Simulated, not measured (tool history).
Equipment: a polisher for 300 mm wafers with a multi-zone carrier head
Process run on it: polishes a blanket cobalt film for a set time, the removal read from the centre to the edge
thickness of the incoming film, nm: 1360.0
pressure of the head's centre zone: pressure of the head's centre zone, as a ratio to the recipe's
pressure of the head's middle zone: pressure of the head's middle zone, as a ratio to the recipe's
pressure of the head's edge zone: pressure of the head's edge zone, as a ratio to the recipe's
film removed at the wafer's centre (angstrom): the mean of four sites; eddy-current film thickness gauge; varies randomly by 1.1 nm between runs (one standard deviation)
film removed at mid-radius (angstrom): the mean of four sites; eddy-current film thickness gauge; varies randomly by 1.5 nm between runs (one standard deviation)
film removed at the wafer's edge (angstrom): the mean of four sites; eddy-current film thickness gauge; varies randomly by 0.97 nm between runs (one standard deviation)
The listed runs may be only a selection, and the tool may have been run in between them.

| run | hour | flow of slurry (ml/min) | pressure of the head's centre zone | pressure of the head's middle zone | pressure of the head's edge zone | polishing time (s) | film removed at the wafer's centre (angstrom) | film removed at mid-radius (angstrom) | film removed at the wafer's edge (angstrom) |
|---|---|---|---|---|---|---|---|---|---|
| 1 | 0.0 | 230 | 1.00 | 1.00 | 1.00 | 34 | 1479.0 | 1559.4 | 1572.7 |
| 2 | 6.8 | 280 | 1.00 | 1.00 | 1.00 | 34 | 1522.5 | 1571.4 | 1576.5 |
| 3 | 11.4 | 280 | 1.00 | 1.06 | 1.00 | 34 | 1524.6 | 1676.5 | 1571.5 |
| 4 | 18.9 | 280 | 0.98 | 1.01 | 0.97 | 33 | 1456.7 | 1560.9 | 1530.8 |
| 5 | 20.3 | 280 | 1.02 | 1.01 | 0.97 | 33 | 1506.4 | 1495.2 | 1544.0 |
| 6 | 26.5 | 280 | 1.02 | 1.01 | 0.97 | 40 | 1849.4 | 1845.2 | 1825.9 |
| 7 | 29.5 | 280 | 1.00 | 0.99 | 0.95 | 36 | 1629.1 | 1632.1 | 1676.0 |
| 8 | 38.5 | 215 | 0.97 | 0.98 | 0.88 | 26 | 1107.6 | 1158.1 | 1126.0 |
| 9 | 40.5 | 235 | 0.98 | 0.98 | 0.93 | 26 | 1109.1 | 1190.8 | 1177.8 |
| 10 | 48.1 | 250 | 1.00 | 0.98 | 0.96 | 26 | 1153.7 | 1188.8 | 1196.0 |
| 11 | 55.8 | 265 | 1.00 | 0.98 | 0.99 | 26 | 1164.7 | 1189.3 | 1215.5 |

Run 12 is up next; what results do you expect?
| 12 | 58.3 | 275 | 1.00 | 0.98 | 1.02 | 26 | ? | ? | ? |

Run 12 produced film removed at the wafer's centre (angstrom) 1175.0, film removed at mid-radius (angstrom) 1160.7, film removed at the wafer's edge (angstrom) 1217.0.

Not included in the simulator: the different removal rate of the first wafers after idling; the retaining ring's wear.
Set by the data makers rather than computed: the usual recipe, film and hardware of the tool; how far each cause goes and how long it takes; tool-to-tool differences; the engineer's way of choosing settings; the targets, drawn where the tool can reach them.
